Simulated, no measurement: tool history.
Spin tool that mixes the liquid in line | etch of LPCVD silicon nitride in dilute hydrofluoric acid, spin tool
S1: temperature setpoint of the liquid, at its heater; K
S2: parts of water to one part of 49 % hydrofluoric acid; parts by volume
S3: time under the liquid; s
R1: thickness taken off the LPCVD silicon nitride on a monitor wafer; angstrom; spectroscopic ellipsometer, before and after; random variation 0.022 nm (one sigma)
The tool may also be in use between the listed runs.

Run 1, day 0.000: S1 296.15 K, S2 60 parts by volume, S3 275 s. Result: R1 26.371 angstrom.
Run 2, day 0.083: S1 296.15 K, S2 70 parts by volume, S3 275 s. Result: R1 22.363 angstrom.
Run 3, day 0.171: S1 294.65 K, S2 75 parts by volume, S3 275 s. Result: R1 18.785 angstrom.
Run 4, day 0.333: S1 294.65 K, S2 75 parts by volume, S3 275 s. Result: R1 18.969 angstrom.
Run 5, day 0.404: S1 294.65 K, S2 65 parts by volume, S3 275 s. Result: R1 21.616 angstrom.
Run 6, day 0.512: S1 294.65 K, S2 85 parts by volume, S3 275 s. Result: R1 17.662 angstrom.
Run 7, day 0.579: S1 293.65 K, S2 90 parts by volume, S3 275 s. Result: R1 14.429 angstrom.
At day 0.721: thermometer replaced.
Run 8, day 0.721: S1 292.65 K, S2 90 parts by volume, S3 275 s. Result: R1 12.578 angstrom.
Run 9, day 0.896: S1 292.15 K, S2 90 parts by volume, S3 275 s. Result: R1 11.676 angstrom.

The next listed run, before its measurement:
Run 10, day 0.954: S1 291.65 K, S2 90 parts by volume, S3 275 s. Result: R1 ?.

{"run 10": {"R1": 11.936}}
